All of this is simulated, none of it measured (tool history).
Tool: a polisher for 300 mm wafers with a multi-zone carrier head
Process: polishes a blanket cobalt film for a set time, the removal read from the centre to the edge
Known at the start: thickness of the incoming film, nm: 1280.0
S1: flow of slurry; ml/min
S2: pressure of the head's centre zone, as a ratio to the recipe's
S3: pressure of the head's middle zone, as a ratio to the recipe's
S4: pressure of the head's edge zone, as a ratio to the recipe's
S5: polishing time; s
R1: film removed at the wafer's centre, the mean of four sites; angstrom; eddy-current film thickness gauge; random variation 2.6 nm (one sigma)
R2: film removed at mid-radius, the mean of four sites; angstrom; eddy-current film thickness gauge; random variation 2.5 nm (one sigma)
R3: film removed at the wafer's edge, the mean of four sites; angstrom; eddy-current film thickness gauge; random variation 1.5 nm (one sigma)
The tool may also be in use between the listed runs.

| run | hour | S1 | S2 | S3 | S4 | S5 | R1 | R2 | R3 |
|---|---|---|---|---|---|---|---|---|---|
| 1 | 0 | 185 | 1 | 1 | 1 | 38 | 2902 | 2935 | 2861.3 |
| 2 | 1.5 | 185 | 1 | 1 | 1.07 | 38 | 2913.2 | 2912 | 2912.1 |
| 3 | 9.9 | 185 | 1.08 | 1 | 1.07 | 38 | 3181.1 | 2942 | 2916.2 |
| 4 | 16 | 180 | 1.07 | 0.97 | 1.05 | 36 | 2916.6 | 2644.6 | 2752.3 |
| 5 | 24.9 | 175 | 1.07 | 0.96 | 1.03 | 34 | 2756.7 | 2491.7 | 2563.6 |
| 6 | 27.2 | 175 | 1.07 | 0.96 | 1.03 | 38 | 3107.1 | 2782.1 | 2868.3 |

The next listed run, before its measurement:
| 7 | 29.5 | 170 | 1.06 | 0.94 | 1.01 | 36 | ? | ? | ? |

Run 7 gave R1 2871.7 angstrom, R2 2645.2 angstrom, R3 2718 angstrom.
